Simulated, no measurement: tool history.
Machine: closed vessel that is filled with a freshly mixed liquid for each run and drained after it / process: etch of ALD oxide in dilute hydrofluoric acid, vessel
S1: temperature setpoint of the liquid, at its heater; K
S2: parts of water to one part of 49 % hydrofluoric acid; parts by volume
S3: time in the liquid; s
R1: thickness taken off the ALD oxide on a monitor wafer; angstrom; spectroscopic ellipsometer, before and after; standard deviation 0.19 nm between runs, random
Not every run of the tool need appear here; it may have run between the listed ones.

{"run": 1, "hour": 0.0, "S1": 294.15, "S2": 160, "S3": 465, "R1": 304.6}
{"run": 2, "hour": 6.8, "S1": 294.15, "S2": 160, "S3": 465, "R1": 298.88}
{"run": 3, "hour": 10.2, "S1": 293.65, "S2": 160, "S3": 465, "R1": 297.76}
{"run": 4, "hour": 17.1, "S1": 293.65, "S2": 125, "S3": 465, "R1": 394.69}
{"run": 5, "hour": 22.6, "S1": 293.65, "S2": 125, "S3": 495, "R1": 421.31}
{"run": 6, "hour": 30.9, "S1": 290.15, "S2": 125, "S3": 495, "R1": 366.92}

Run 7, settings as shown, results not yet in. Your forecast:
{"run": 7, "hour": 33.2, "S1": 290.15, "S2": 135, "S3": 495, "R1": "?"}

Run 7 came out at R1 336.61 angstrom.

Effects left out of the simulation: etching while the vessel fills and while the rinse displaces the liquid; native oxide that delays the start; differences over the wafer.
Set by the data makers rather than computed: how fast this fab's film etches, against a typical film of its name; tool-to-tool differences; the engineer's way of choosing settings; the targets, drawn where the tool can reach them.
